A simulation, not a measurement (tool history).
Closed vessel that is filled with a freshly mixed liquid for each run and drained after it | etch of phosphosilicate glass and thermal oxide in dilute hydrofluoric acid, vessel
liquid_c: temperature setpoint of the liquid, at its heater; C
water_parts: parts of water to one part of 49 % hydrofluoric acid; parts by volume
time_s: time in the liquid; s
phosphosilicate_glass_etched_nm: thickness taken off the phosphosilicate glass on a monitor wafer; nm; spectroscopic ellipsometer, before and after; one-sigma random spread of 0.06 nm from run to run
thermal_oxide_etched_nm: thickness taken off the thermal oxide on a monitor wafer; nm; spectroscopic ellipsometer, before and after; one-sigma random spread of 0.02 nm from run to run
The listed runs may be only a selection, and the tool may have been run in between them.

run	hour	liquid_c	water_parts	time_s	phosphosilicate_glass_etched_nm	thermal_oxide_etched_nm
1	0.0	20.0	180	65	22.711	1.67150
2	1.0	19.5	185	65	21.620	1.56050
3	3.3	17.0	185	65	19.596	1.40460
4	6.9	17.0	185	45	13.558	0.96233
5	10.4	18.0	185	45	14.095	1.02210
6	16.3	19.0	185	45	14.641	1.04500
7	18.6	20.0	185	45	15.213	1.09530

Estimate the outcome of run 8 from the log above:
8	24.7	20.5	185	45	?	?

phosphosilicate_glass_etched_nm: 15.543 nm
thermal_oxide_etched_nm: 1.10530 nm

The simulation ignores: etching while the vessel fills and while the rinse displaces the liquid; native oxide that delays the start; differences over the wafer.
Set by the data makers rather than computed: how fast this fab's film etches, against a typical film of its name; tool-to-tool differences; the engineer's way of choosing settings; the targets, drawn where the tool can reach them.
